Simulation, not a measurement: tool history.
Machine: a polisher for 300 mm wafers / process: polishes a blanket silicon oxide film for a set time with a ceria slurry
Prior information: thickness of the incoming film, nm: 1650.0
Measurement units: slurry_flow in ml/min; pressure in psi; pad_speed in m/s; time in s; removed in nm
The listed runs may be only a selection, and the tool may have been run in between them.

Run 1, day 0: slurry_flow 305 ml/min, pressure 2.7 psi, pad_speed 0.98 m/s, time 71 s. Result: removed 236.11 nm.
Run 2, day 0.346: slurry_flow 305 ml/min, pressure 2.4 psi, pad_speed 0.98 m/s, time 71 s. Result: removed 211.65 nm.
Run 3, day 0.496: slurry_flow 265 ml/min, pressure 2.4 psi, pad_speed 0.98 m/s, time 71 s. Result: removed 210.5 nm.
Run 4, day 0.85: slurry_flow 265 ml/min, pressure 2.6 psi, pad_speed 0.98 m/s, time 71 s. Result: removed 223.99 nm.
Run 5, day 0.988: slurry_flow 265 ml/min, pressure 2.6 psi, pad_speed 1.22 m/s, time 71 s. Result: removed 281.89 nm.
Run 6, day 1.312: slurry_flow 265 ml/min, pressure 2.6 psi, pad_speed 1.1 m/s, time 71 s. Result: removed 255 nm.
Run 7, day 1.479: slurry_flow 265 ml/min, pressure 2.3 psi, pad_speed 1.08 m/s, time 71 s. Result: removed 217.2 nm.

Expected results for the next run?
Run 8, day 1.717: slurry_flow 265 ml/min, pressure 2.1 psi, pad_speed 1.08 m/s, time 71 s. Result: removed ?.

Run 8 produced removed 207.38 nm.
